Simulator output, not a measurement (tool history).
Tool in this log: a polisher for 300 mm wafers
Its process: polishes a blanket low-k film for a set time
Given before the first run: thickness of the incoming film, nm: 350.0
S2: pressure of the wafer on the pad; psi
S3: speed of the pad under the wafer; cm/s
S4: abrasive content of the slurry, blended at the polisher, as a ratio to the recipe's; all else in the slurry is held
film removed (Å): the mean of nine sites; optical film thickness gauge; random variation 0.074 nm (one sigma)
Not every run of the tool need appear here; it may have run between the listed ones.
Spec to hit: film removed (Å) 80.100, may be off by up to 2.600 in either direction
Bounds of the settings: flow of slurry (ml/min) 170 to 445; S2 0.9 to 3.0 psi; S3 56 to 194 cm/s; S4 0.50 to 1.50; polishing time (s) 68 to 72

{"run": 1, "hour": 0.0, "flow of slurry (ml/min)": 285, "S2": 1.9, "S3": 124, "S4": 1.0, "polishing time (s)": 68, "film removed (Å)": 258.52}
{"run": 2, "hour": 3.0, "flow of slurry (ml/min)": 285, "S2": 1.9, "S3": 104, "S4": 1.0, "polishing time (s)": 68, "film removed (Å)": 225.27}
{"run": 3, "hour": 5.1, "flow of slurry (ml/min)": 285, "S2": 1.9, "S3": 78, "S4": 1.0, "polishing time (s)": 68, "film removed (Å)": 177.53}
{"run": 4, "hour": 13.6, "flow of slurry (ml/min)": 285, "S2": 1.9, "S3": 78, "S4": 1.0, "polishing time (s)": 68, "film removed (Å)": 175.72}
{"run": 5, "hour": 20.3, "flow of slurry (ml/min)": 285, "S2": 1.9, "S3": 78, "S4": 1.1, "polishing time (s)": 68, "film removed (Å)": 186.19}
{"hour": 26.8, "done": "slurry nozzle cleaned"}
{"run": 6, "hour": 26.8, "flow of slurry (ml/min)": 280, "S2": 1.7, "S3": 74, "S4": 1.05, "polishing time (s)": 68, "film removed (Å)": 162.46}
{"run": 7, "hour": 32.7, "flow of slurry (ml/min)": 275, "S2": 1.6, "S3": 70, "S4": 0.95, "polishing time (s)": 68, "film removed (Å)": 137.81}
{"run": 8, "hour": 40.9, "flow of slurry (ml/min)": 275, "S2": 1.5, "S3": 68, "S4": 0.95, "polishing time (s)": 68, "film removed (Å)": 127.2}
{"run": 9, "hour": 47.7, "flow of slurry (ml/min)": 265, "S2": 0.9, "S3": 56, "S4": 0.85, "polishing time (s)": 68, "film removed (Å)": 63.146}
{"run": 10, "hour": 50.1, "flow of slurry (ml/min)": 265, "S2": 1.0, "S3": 56, "S4": 0.85, "polishing time (s)": 68, "film removed (Å)": 70.298}
{"run": 11, "hour": 53.4, "flow of slurry (ml/min)": 265, "S2": 1.1, "S3": 56, "S4": 0.85, "polishing time (s)": 68, "film removed (Å)": 76.449}

Which single option among these 4 for the next run brings every result within its allowed miss of target? Just one does.
{"run": "A", "hour": 56.7, "flow of slurry (ml/min)": 290, "S2": 1.3, "S3": 58, "S4": 0.7, "polishing time (s)": 69, "film removed (Å)": "?"}
{"run": "B", "hour": 56.7, "flow of slurry (ml/min)": 285, "S2": 1.0, "S3": 56, "S4": 0.9, "polishing time (s)": 69, "film removed (Å)": "?"}
{"run": "C", "hour": 56.7, "flow of slurry (ml/min)": 275, "S2": 1.0, "S3": 56, "S4": 1.25, "polishing time (s)": 68, "film removed (Å)": "?"}
{"run": "D", "hour": 56.7, "flow of slurry (ml/min)": 170, "S2": 1.7, "S3": 64, "S4": 0.55, "polishing time (s)": 71, "film removed (Å)": "?"}

move=A film_removed_(Å)=80.149
move=B film_removed_(Å)=73.973
move=C film_removed_(Å)=87.436
move=D film_removed_(Å)=86.252
A: every result lands within tolerance
B: moves away from the targets compared with the last run
C: the result that was furthest off in the last run now lies on the other side of its target
D: the result that was furthest off in the last run now lies on the other side of its target
The right move is A.

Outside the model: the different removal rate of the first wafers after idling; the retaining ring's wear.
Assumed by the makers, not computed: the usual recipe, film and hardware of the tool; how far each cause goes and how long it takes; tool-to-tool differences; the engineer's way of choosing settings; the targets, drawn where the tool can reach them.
